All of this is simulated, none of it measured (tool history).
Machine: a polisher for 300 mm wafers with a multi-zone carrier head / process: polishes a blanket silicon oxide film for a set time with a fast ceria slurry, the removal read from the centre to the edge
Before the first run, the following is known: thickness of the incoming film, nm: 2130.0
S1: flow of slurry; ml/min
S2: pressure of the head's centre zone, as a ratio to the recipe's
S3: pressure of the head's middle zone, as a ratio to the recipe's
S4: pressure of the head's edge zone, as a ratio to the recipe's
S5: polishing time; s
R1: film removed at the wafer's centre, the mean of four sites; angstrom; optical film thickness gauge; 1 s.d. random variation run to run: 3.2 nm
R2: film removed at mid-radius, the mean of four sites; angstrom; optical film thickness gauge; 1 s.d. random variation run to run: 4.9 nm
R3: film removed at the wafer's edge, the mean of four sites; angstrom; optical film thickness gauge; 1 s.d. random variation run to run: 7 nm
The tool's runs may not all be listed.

{"run": 1, "day": 0.0, "S1": 140, "S2": 1.0, "S3": 1.0, "S4": 1.0, "S5": 56, "R1": 6283.5, "R2": 6212.8, "R3": 6168.1}
{"run": 2, "day": 0.233, "S1": 140, "S2": 1.08, "S3": 1.0, "S4": 1.0, "S5": 56, "R1": 6641.6, "R2": 6177.1, "R3": 6304.8}
{"run": 3, "day": 0.567, "S1": 140, "S2": 1.08, "S3": 1.05, "S4": 1.0, "S5": 56, "R1": 6712.5, "R2": 6553.2, "R3": 6192.7}
{"run": 4, "day": 0.783, "S1": 130, "S2": 1.02, "S3": 1.06, "S4": 1.0, "S5": 55, "R1": 6159.8, "R2": 6388.3, "R3": 5870.0}
{"run": 5, "day": 1.012, "S1": 130, "S2": 1.02, "S3": 1.06, "S4": 1.0, "S5": 63, "R1": 6982.4, "R2": 7305.5, "R3": 6921.5}
{"run": 6, "day": 1.333, "S1": 130, "S2": 1.02, "S3": 1.13, "S4": 1.0, "S5": 63, "R1": 7090.9, "R2": 7649.1, "R3": 6857.0}
{"run": 7, "day": 1.404, "S1": 120, "S2": 0.98, "S3": 1.12, "S4": 1.0, "S5": 60, "R1": 6383.8, "R2": 7197.8, "R3": 6469.4}
{"run": 8, "day": 1.612, "S1": 115, "S2": 0.95, "S3": 1.11, "S4": 0.99, "S5": 58, "R1": 6037.0, "R2": 6758.8, "R3": 6183.5}
{"run": 9, "day": 1.971, "S1": 95, "S2": 0.85, "S3": 1.19, "S4": 0.95, "S5": 46, "R1": 4093.7, "R2": 5584.7, "R3": 4705.6}
{"run": 10, "day": 2.075, "S1": 100, "S2": 0.86, "S3": 1.18, "S4": 0.96, "S5": 46, "R1": 4227.1, "R2": 5587.5, "R3": 4815.6}

Expected results for the next run?
{"run": 11, "day": 2.296, "S1": 105, "S2": 0.86, "S3": 1.18, "S4": 0.96, "S5": 46, "R1": "?", "R2": "?", "R3": "?"}

{"run 11": {"R1": 4265.2, "R2": 5597.3, "R3": 4753.7}}
